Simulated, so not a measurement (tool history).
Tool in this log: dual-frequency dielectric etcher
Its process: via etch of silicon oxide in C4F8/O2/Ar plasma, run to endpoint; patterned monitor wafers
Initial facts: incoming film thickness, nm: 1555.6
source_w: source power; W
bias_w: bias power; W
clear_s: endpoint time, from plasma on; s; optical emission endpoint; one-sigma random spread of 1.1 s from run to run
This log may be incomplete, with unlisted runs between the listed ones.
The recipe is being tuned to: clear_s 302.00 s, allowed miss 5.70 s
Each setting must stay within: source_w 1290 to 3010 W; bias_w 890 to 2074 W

run  hour  source_w  bias_w  clear_s
  1   0.0      2150    1482   343.42
  2   1.9      2150    1634   334.13
  3   6.6      1940    1634   347.43
  4   7.7      1670    1634   365.88
  5  16.3      1670    1538   371.13
  6  17.0      1470    1538   388.92
  7  23.0      1660    1563   370.59
  8  29.4      1820    1587   356.90
  9  38.5      1820    1587   359.43
 10  42.0      1960    1607   347.19
 11  46.5      2070    1622   341.51
 12  51.8      2170    1640   333.09
 13  54.7      2250    1653   328.84
 14  56.5      2320    1665   323.13

5 candidate next runs follow, results not yet known. Just one meets every target within its allowed miss. Identify it.
  A  58.3      2920    1499        ?
  B  58.3      2500    1706        ?
  C  58.3      2590    1568        ?
  D  58.3      2440    1690        ?
  E  58.3      2440    1626        ?

move  clear_s
   A   302.02
   B   311.95
   C   313.29
   D   315.44
   E   318.02
A: in spec on every target
B: gains on the last run, yet a result remains outside its allowed miss
C: gains on the last run, yet a result remains outside its allowed miss
D: gains on the last run, yet a result remains outside its allowed miss
E: gains on the last run, yet a result remains outside its allowed miss
So the answer is move A, the one that meets all the targets.
